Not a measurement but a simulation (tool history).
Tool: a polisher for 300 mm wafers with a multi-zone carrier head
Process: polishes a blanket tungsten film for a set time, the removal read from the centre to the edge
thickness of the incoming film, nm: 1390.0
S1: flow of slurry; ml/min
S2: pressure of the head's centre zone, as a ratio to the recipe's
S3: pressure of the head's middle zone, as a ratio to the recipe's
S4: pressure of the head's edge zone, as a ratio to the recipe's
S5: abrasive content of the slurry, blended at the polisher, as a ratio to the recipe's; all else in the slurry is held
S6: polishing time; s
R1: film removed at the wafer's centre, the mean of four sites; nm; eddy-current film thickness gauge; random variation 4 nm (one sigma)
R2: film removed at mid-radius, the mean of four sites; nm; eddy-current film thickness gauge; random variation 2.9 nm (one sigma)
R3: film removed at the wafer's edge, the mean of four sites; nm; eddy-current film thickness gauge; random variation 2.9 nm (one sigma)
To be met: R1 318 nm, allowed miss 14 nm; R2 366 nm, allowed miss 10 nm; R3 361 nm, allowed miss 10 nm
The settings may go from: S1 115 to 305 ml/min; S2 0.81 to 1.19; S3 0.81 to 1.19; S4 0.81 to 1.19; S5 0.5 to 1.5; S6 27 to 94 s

run,hour,S1,S2,S3,S4,S5,S6,R1,R2,R3
1,0,195,1,1,1,1,60,417.84,428.7,415
2,2,160,1,1,1,1,60,407.85,416.49,404.68
3,7.9,155,0.95,0.98,0.97,0.95,60,387.06,405.2,394.09
4,10.8,155,0.95,0.98,0.97,1.15,60,398.4,421.14,416.74
5,18.5,155,0.95,0.98,0.97,1.3,60,418.56,427.23,428.89
6,23.2,185,0.95,0.98,0.97,1.3,60,413.15,451.66,431
7,28.9,185,0.92,0.95,0.95,1.15,59,395.5,414.59,411.94
8,30.5,175,0.89,0.95,0.95,1.05,58,366.38,396.62,392.93
9,33.3,165,0.87,0.95,0.94,1,58,345.09,397.83,387.58
10,39.4,155,0.86,0.94,0.93,0.95,58,331.31,376.89,370.45
11,44.7,150,0.86,0.94,0.93,0.95,58,329.61,376.57,374.07
12,45.3,145,0.86,0.94,0.92,0.95,58,322.99,374.89,368.26

5 next moves are on the table. One of them brings every result within its allowed miss. Which?
A,45.9,115,0.87,0.95,0.93,1.05,61,?,?,?
B,45.9,165,0.89,0.99,0.92,1,56,?,?,?
C,45.9,135,0.84,0.91,0.85,1.15,57,?,?,?
D,45.9,205,0.81,0.99,0.89,1.2,53,?,?,?
E,45.9,145,0.86,0.92,0.94,1,58,?,?,?

move,R1,R2,R3
A,334.08,378.75,387.31
B,341.89,387.49,371.57
C,322.06,362.96,365.32
D,318.65,395.55,370.04
E,331.9,367.68,381.63
A: further off than the last run
B: further off than the last run
C: meets every target
D: further off than the last run
E: brings the result that was furthest off to its target, and leaves another outside
Answer: C

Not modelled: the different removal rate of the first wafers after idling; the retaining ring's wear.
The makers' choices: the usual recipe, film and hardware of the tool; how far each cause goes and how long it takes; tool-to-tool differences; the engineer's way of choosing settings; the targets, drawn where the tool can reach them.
